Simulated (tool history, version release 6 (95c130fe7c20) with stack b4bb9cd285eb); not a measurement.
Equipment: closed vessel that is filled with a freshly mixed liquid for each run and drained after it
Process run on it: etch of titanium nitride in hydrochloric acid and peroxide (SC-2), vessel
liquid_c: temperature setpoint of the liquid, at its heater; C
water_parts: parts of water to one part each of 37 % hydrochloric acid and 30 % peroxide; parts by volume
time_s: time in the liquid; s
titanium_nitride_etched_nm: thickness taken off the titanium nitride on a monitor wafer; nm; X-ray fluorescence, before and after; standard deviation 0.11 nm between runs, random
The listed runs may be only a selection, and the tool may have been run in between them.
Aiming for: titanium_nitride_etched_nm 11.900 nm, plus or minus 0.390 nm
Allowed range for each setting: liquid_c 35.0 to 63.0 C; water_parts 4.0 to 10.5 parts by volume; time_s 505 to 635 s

run  hour  liquid_c  water_parts  time_s  titanium_nitride_etched_nm
  1   0.0      47.0          5.5     635                      18.782
  2   6.7      45.0          5.5     635                      16.548
  3  10.7      49.0          5.5     635                      21.855
  4  16.2      49.0          4.0     635                      26.751
  5  21.4      49.0          5.5     635                      21.530
  6  25.7      49.0          5.5     505                      17.007
  7  34.2      47.0          5.5     505                      14.923
  8  34.8      46.0          5.5     505                      13.854
  9  38.4      45.5          5.5     505                      13.604
 10  42.0      45.0          5.5     505                      12.794
 11  47.6      44.5          5.5     505                      12.427

Of the 4 settings listed for the next run, only one would bring every result within its allowed miss of target. Which one?
  A  53.2      43.5          6.5     630                           ?
  B  53.2      45.0          6.0     540                           ?
  C  53.2      45.5          7.0     600                           ?
  D  53.2      42.5          5.5     555                           ?

move  titanium_nitride_etched_nm
   A                      12.993
   B                      13.139
   C                      13.434
   D                      12.092
A: its largest miss is bigger than the last run's
B: its largest miss is bigger than the last run's
C: its largest miss is bigger than the last run's
D: in spec on every target
The move that meets every target is D.
